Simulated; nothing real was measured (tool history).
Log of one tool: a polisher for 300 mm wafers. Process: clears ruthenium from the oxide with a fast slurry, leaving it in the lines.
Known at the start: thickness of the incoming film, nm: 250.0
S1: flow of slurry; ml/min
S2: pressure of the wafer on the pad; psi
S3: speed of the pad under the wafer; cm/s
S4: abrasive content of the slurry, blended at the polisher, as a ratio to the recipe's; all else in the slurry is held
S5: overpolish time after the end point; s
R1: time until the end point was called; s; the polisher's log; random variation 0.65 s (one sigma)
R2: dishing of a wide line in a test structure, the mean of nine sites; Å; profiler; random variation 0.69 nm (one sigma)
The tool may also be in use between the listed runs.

| run | day | S1 | S2 | S3 | S4 | S5 | R1 | R2 |
|---|---|---|---|---|---|---|---|---|
| 1 | 0.000 | 140 | 3.3 | 82 | 1.0 | 16 | 50.627 | 467.93 |
| 2 | 0.358 | 135 | 3.3 | 82 | 1.0 | 18 | 50.460 | 486.69 |
| 3 | 0.554 | 140 | 3.2 | 82 | 1.0 | 20 | 52.719 | 519.53 |
| 4 | 0.858 | 140 | 3.2 | 82 | 1.1 | 20 | 48.989 | 543.80 |
| 5 | 0.946 | 135 | 3.1 | 82 | 1.1 | 21 | 50.481 | 536.37 |
| 6 | 1.071 | 140 | 3.1 | 82 | 1.1 | 22 | 50.628 | 560.77 |

Forecast run 7:
| 7 | 1.179 | 140 | 3.1 | 82 | 1.1 | 23 | ? | ? |

{"run 7": {"R1": 51.036, "R2": 564.31}}
